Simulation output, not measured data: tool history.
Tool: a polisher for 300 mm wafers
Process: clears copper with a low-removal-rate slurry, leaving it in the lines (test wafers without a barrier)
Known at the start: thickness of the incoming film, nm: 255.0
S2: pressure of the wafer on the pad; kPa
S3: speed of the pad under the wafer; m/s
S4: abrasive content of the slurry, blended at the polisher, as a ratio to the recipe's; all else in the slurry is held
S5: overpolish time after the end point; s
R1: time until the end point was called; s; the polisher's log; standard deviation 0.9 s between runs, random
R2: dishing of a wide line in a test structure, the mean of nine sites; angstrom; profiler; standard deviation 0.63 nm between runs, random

{"run": 1, "hour": 0.0, "flow of slurry (ml/min)": 185, "S2": 14.5, "S3": 0.9, "S4": 1, "S5": 14, "R1": 154.29, "R2": 161.69}
{"run": 2, "hour": 2.0, "flow of slurry (ml/min)": 150, "S2": 14.5, "S3": 0.9, "S4": 1, "S5": 14, "R1": 156.05, "R2": 152.03}
{"run": 3, "hour": 10.7, "flow of slurry (ml/min)": 150, "S2": 14.5, "S3": 0.9, "S4": 1, "S5": 17, "R1": 157.55, "R2": 187.75}
{"run": 4, "hour": 11.7, "flow of slurry (ml/min)": 155, "S2": 15.9, "S3": 0.9, "S4": 1, "S5": 17, "R1": 145.12, "R2": 195.64}
{"run": 5, "hour": 20.7, "flow of slurry (ml/min)": 155, "S2": 15.9, "S3": 0.9, "S4": 0.8, "S5": 17, "R1": 153.14, "R2": 191.76}
{"run": 6, "hour": 28.8, "flow of slurry (ml/min)": 155, "S2": 15.9, "S3": 0.9, "S4": 0.8, "S5": 21, "R1": 150.89, "R2": 219.6}

Run 7 has not been measured yet. What should we expect?
{"run": 7, "hour": 35.7, "flow of slurry (ml/min)": 200, "S2": 20, "S3": 0.92, "S4": 0.8, "S5": 19, "R1": "?", "R2": "?"}

{"run 7": {"R1": 117.85, "R2": 251.04}}

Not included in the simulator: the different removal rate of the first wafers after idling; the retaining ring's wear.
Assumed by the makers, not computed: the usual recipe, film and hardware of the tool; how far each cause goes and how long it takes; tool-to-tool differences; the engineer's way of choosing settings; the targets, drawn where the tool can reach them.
